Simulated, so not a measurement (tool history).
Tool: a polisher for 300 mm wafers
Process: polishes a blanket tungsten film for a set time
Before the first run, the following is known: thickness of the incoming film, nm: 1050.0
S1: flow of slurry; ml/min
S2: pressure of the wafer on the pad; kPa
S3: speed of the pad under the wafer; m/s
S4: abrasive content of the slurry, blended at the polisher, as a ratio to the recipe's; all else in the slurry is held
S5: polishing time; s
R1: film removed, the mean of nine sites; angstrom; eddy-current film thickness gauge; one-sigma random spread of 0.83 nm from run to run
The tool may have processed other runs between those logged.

Run 1, hour 0.0: S1 230 ml/min, S2 26.2 kPa, S3 1.28 m/s, S4 1.0, S5 33 s. Result: R1 2363.40 angstrom.
Run 2, hour 7.7: S1 230 ml/min, S2 31.0 kPa, S3 1.28 m/s, S4 1.0, S5 33 s. Result: R1 2784.10 angstrom.
Run 3, hour 9.0: S1 230 ml/min, S2 27.6 kPa, S3 1.28 m/s, S4 1.0, S5 33 s. Result: R1 2489.30 angstrom.
Run 4, hour 16.0: S1 230 ml/min, S2 27.6 kPa, S3 1.28 m/s, S4 1.0, S5 33 s. Result: R1 2505.10 angstrom.
Run 5, hour 17.8: S1 230 ml/min, S2 27.6 kPa, S3 1.28 m/s, S4 1.0, S5 33 s. Result: R1 2494.70 angstrom.
Run 6, hour 24.6: S1 230 ml/min, S2 24.1 kPa, S3 1.14 m/s, S4 1.0, S5 33 s. Result: R1 1977.70 angstrom.
Run 7, hour 32.5: S1 230 ml/min, S2 21.4 kPa, S3 1.04 m/s, S4 1.0, S5 33 s. Result: R1 1585.80 angstrom.
Run 8, hour 38.4: S1 230 ml/min, S2 19.3 kPa, S3 0.98 m/s, S4 1.0, S5 33 s. Result: R1 1364.20 angstrom.
Run 9, hour 43.7: S1 230 ml/min, S2 17.9 kPa, S3 0.94 m/s, S4 1.0, S5 33 s. Result: R1 1212.10 angstrom.
Run 10, hour 47.8: S1 230 ml/min, S2 16.5 kPa, S3 0.92 m/s, S4 1.0, S5 33 s. Result: R1 1121.80 angstrom.
Run 11, hour 49.9: S1 230 ml/min, S2 15.9 kPa, S3 0.90 m/s, S4 1.0, S5 33 s. Result: R1 1040.40 angstrom.

Run 12, settings as shown, results not yet in. Your forecast:
Run 12, hour 58.4: S1 230 ml/min, S2 15.2 kPa, S3 0.90 m/s, S4 1.0, S5 33 s. Result: R1 ?.

R1: 993.17 angstrom

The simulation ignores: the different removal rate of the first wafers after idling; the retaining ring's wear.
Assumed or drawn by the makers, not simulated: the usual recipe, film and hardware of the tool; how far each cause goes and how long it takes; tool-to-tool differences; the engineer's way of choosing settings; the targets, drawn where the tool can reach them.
